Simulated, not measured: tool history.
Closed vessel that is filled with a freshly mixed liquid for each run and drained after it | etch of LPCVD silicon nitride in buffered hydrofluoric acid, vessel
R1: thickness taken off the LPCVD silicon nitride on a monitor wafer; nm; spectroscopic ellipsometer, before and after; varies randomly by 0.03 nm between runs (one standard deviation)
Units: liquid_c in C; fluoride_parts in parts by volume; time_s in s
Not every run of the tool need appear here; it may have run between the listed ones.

{"run": 1, "hour": 0.0, "liquid_c": 24.0, "fluoride_parts": 12.5, "time_s": 205, "R1": 2.9477}
{"run": 2, "hour": 9.1, "liquid_c": 25.0, "fluoride_parts": 12.0, "time_s": 205, "R1": 3.2057}
{"run": 3, "hour": 14.3, "liquid_c": 25.0, "fluoride_parts": 12.0, "time_s": 205, "R1": 3.2652}
{"run": 4, "hour": 20.3, "liquid_c": 25.0, "fluoride_parts": 12.0, "time_s": 205, "R1": 3.2}
{"run": 5, "hour": 24.8, "liquid_c": 26.0, "fluoride_parts": 11.5, "time_s": 205, "R1": 3.5752}
{"run": 6, "hour": 30.2, "liquid_c": 29.5, "fluoride_parts": 11.5, "time_s": 205, "R1": 4.3025}
{"run": 7, "hour": 34.0, "liquid_c": 30.0, "fluoride_parts": 11.5, "time_s": 205, "R1": 4.4022}

Forecast run 8:
{"run": 8, "hour": 36.4, "liquid_c": 30.5, "fluoride_parts": 11.5, "time_s": 205, "R1": "?"}

Run 8 came out at R1 4.5110 nm.
